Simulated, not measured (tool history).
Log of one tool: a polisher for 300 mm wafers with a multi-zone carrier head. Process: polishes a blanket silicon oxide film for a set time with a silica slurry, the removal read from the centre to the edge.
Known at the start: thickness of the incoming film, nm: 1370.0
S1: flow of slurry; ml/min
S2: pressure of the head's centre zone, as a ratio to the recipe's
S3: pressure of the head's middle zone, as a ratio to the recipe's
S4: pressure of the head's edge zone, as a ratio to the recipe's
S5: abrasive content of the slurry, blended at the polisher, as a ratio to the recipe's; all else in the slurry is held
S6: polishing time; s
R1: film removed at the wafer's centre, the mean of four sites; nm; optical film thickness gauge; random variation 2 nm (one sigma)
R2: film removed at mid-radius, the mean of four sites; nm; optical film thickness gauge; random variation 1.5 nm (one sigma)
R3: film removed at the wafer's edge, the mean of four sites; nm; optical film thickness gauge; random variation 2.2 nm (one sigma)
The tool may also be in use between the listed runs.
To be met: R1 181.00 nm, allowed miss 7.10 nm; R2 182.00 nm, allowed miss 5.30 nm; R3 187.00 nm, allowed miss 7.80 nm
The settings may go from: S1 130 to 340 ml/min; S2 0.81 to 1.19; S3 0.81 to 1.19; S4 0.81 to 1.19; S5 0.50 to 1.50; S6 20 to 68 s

run	hour	S1	S2	S3	S4	S5	S6	R1	R2	R3
1	0.0	220	1.00	1.00	1.00	1.00	44	127.50	121.37	120.96
2	7.9	220	1.00	1.00	1.00	0.90	44	116.59	113.64	110.81
3	9.1	225	1.00	1.02	1.03	1.00	44	127.11	124.50	120.54
4	16.7	220	0.99	1.02	1.04	1.10	45	137.43	136.89	133.10
5	25.5	220	0.99	1.02	1.10	1.10	45	134.21	135.88	138.39
6	28.9	220	0.91	1.02	1.10	1.10	45	123.87	135.46	138.26
7	36.9	220	0.93	1.02	1.11	1.20	45	135.53	142.93	143.85
8	41.5	215	0.94	1.02	1.12	1.25	46	145.50	148.18	148.90
9	48.2	230	0.94	1.02	1.13	1.30	47	147.75	157.45	157.83
# hour 54.3: centre zone pressure recalibrated
10	54.3	230	0.95	1.02	1.14	1.35	48	145.70	162.16	163.13
11	63.0	215	0.96	1.02	1.14	1.40	49	149.32	165.58	168.43
12	70.2	235	0.99	1.01	1.14	1.40	49	154.65	165.96	166.63
13	74.9	230	1.01	1.01	1.14	1.40	50	161.13	168.86	172.67

Which of these 5 next moves meets every target?
A	79.6	255	1.05	1.01	1.16	1.40	49	?	?	?
B	79.6	230	1.02	0.99	1.10	1.35	51	?	?	?
C	79.6	175	0.83	1.03	1.18	1.50	54	?	?	?
D	79.6	230	1.06	1.03	1.18	1.45	52	?	?	?
E	79.6	250	0.93	1.17	1.07	1.50	44	?	?	?

move	R1	R2	R3
A	170.31	169.91	172.82
B	167.17	169.13	171.43
C	144.95	187.57	191.03
D	183.02	184.08	186.05
E	139.25	178.00	153.82
A: nearer than the last run, and not there yet
B: nearer than the last run, and not there yet
C: further off than the last run
D: meets every target
E: further off than the last run
Move D is the one to make.
